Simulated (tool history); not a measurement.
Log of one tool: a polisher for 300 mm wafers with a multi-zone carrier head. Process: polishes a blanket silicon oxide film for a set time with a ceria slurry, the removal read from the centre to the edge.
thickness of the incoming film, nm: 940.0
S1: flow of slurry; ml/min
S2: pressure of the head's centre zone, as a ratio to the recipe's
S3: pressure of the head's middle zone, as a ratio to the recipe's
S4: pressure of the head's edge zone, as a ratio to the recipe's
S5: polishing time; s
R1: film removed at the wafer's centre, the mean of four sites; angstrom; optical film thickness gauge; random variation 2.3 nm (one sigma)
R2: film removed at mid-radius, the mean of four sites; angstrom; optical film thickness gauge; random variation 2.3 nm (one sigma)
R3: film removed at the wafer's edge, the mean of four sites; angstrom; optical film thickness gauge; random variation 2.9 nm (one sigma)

run 1 day=0 | S1=235 S2=1 S3=1 S4=1 S5=54 | R1=2807.7 R2=2785.5 R3=2920.4
run 2 day=0.042 | S1=240 S2=1.01 S3=1.01 S4=1.01 S5=54 | R1=2845.5 R2=2835.9 R3=2902.3
run 3 day=0.329 | S1=240 S2=1.01 S3=1.01 S4=1.01 S5=59 | R1=3110 R2=3072.6 R3=3177.5
run 4 day=0.658 | S1=240 S2=1.01 S3=1.01 S4=1.01 S5=70 | R1=3650.7 R2=3688.3 R3=3740.4
run 5 day=0.912 | S1=240 S2=1.01 S3=1.01 S4=0.95 S5=70 | R1=3684.5 R2=3643.7 R3=3702.8
run 6 day=1.117 | S1=235 S2=1.01 S3=1.01 S4=0.94 S5=69 | R1=3634.1 R2=3554.7 R3=3625.6
run 7 day=1.171 | S1=195 S2=1.01 S3=0.98 S4=0.84 S5=66 | R1=3384.9 R2=3359.3 R3=3238.9

Run 8 comes next. What will it give?
run 8 day=1.354 | S1=200 S2=1.02 S3=0.95 S4=0.84 S5=66 | R1=? R2=? R3=?

R1: 3468.8 angstrom
R2: 3301.4 angstrom
R3: 3316.4 angstrom
